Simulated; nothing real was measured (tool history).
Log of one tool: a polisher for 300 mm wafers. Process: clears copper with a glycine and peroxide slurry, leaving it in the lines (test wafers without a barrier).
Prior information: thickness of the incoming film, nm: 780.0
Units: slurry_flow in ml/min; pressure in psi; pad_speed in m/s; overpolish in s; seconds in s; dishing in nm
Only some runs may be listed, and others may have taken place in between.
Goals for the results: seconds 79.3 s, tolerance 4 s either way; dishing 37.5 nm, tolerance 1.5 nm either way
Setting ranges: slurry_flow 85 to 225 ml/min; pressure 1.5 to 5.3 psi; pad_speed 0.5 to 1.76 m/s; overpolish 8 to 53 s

run  hour  slurry_flow  pressure  pad_speed  overpolish  seconds  dishing
  1     0          145       3.4       1.12          27   133.23   40.622
  2   8.2          145       3.9       1.16          21   116.15   40.484
  3  10.4          130       3.9       1.32          17   106.93   38.292
  4  16.3          130       3.9       1.04          17   131.24   35.725
     18.8  -- slurry nozzle cleaned
  5  18.8          130       4.3       1.12          14    107.5    35.57
  6  25.9          140       4.6       1.12          14   100.81   37.095
  7    31          140       4.8       1.14          13    98.11   36.814
  8    36          140       4.9       1.18          12   91.337   35.141
  9  42.3          145         5        1.2          13   88.796   37.672
 10  48.9          145       5.3       1.26           8   81.934   30.971

Which one of the following 5 next-run settings gets every result inside its allowed miss? There is exactly one.
  A  55.5          140       5.3       1.36          18        ?        ?
  B  55.5          130       5.3       1.34          12        ?        ?
  C  55.5           95       5.2       1.34          10        ?        ?
  D  55.5          135       5.3       1.32           9        ?        ?
  E  55.5          190       5.3        1.3           8        ?        ?

move  seconds  dishing
   A   78.155   41.061
   B   80.073   37.365
   C   85.311   34.238
   D   80.739   33.542
   E   78.263   32.294
A: pushes the last run's worst result past its target
B: every result lands within tolerance
C: closes in on the targets versus the last run, not all within tolerance yet
D: closes in on the targets versus the last run, not all within tolerance yet
E: closes in on the targets versus the last run, not all within tolerance yet
So the answer is move B, the one that meets all the targets.
